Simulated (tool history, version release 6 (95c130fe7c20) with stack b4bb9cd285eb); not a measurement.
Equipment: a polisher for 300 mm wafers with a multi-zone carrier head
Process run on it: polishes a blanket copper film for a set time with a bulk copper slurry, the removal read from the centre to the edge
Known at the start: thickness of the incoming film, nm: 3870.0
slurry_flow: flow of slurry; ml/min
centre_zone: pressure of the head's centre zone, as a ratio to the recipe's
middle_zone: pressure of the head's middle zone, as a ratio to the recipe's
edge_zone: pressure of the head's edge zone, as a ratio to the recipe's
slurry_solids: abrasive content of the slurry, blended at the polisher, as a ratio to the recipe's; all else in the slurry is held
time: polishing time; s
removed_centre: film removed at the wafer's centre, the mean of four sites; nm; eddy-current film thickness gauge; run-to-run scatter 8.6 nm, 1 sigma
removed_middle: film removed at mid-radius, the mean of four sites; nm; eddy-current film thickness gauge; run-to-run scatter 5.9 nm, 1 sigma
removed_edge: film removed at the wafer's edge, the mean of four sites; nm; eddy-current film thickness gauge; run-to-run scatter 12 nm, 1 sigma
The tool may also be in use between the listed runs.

run	hour	slurry_flow	centre_zone	middle_zone	edge_zone	slurry_solids	time	removed_centre	removed_middle	removed_edge
1	0	190	1	1	1	1	78	729.61	711.54	706.76
2	4.1	190	1	1.06	1	1	78	735.45	740.74	697.23
3	4.9	190	1	1.06	1	1	95	895.38	894.31	839.09
4	5.8	190	1	1.06	0.95	1	95	891.18	901.61	836.76
5	11.9	190	1	1.06	0.87	1	95	896.46	898.63	827.43
6	13.6	190	1	1.06	0.87	1	85	782.16	805.5	704.93

Forecast run 7:
7	21.1	200	1	1.03	0.94	1.1	86	?	?	?

Run 7 measured removed_centre 827.41 nm, removed_middle 823.56 nm, removed_edge 784.84 nm.

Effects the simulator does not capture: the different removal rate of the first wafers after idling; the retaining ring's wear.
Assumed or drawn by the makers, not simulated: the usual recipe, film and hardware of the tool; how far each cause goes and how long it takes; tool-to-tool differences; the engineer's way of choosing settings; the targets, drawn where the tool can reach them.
